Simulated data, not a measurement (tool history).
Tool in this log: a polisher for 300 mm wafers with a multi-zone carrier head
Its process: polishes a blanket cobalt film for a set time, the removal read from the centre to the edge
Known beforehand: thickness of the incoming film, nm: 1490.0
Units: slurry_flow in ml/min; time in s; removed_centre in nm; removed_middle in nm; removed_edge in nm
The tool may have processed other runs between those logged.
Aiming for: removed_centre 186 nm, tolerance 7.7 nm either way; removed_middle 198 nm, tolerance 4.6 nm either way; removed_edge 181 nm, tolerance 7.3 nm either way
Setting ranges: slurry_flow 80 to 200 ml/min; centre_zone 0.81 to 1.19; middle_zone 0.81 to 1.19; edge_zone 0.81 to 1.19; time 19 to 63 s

| run | hour | slurry_flow | centre_zone | middle_zone | edge_zone | time | removed_centre | removed_middle | removed_edge |
|---|---|---|---|---|---|---|---|---|---|
| 1 | 0 | 130 | 1 | 1 | 1 | 41 | 122.79 | 118.37 | 119.13 |
| 2 | 0.7 | 140 | 1.01 | 1.04 | 1.03 | 44 | 135.15 | 133.05 | 131.98 |
| 3 | 5 | 140 | 1.08 | 1.04 | 1.03 | 44 | 150.18 | 134.21 | 135.69 |
| 4 | 9.2 | 150 | 1.07 | 1.07 | 1.05 | 46 | 155.26 | 146.85 | 139 |
| 5 | 17.2 | 145 | 1.06 | 1.09 | 1.07 | 49 | 161.63 | 156.38 | 152.17 |
| 6 | 24.8 | 130 | 1.06 | 1.09 | 1.07 | 49 | 155.62 | 152.28 | 150.91 |
| 7 | 27.8 | 165 | 1.04 | 1.19 | 1.17 | 54 | 178.43 | 189.85 | 177.52 |
| 8 | 29.5 | 170 | 1.04 | 1.19 | 1.17 | 54 | 174.9 | 192.15 | 176.05 |
| 9 | 36.4 | 185 | 1.09 | 1.19 | 1.19 | 55 | 193.5 | 195.66 | 184.4 |

5 candidate next runs follow, results not yet known. Just one meets every target within its allowed miss. Identify it.
| A | 43.3 | 165 | 1.01 | 1.16 | 1.07 | 57 | ? | ? | ? |
| B | 43.3 | 200 | 1.14 | 1.19 | 1.11 | 54 | ? | ? | ? |
| C | 43.3 | 155 | 0.96 | 1.12 | 1.19 | 59 | ? | ? | ? |
| D | 43.3 | 190 | 1.14 | 1.16 | 1.17 | 55 | ? | ? | ? |
| E | 43.3 | 180 | 1.19 | 1.14 | 1.12 | 56 | ? | ? | ? |

| move | removed_centre | removed_middle | removed_edge |
|---|---|---|---|
| A | 185.4 | 197.76 | 181.48 |
| B | 203.97 | 197.15 | 178.55 |
| C | 180.56 | 196.5 | 195.82 |
| D | 205.99 | 194.96 | 185.39 |
| E | 216.56 | 193.92 | 183.93 |
A: every result within its allowed miss
B: lands further from the targets than the last run did
C: corrects the largest miss of the last run, while another result sits out of spec
D: lands further from the targets than the last run did
E: lands further from the targets than the last run did
Correct choice: A, which meets every target
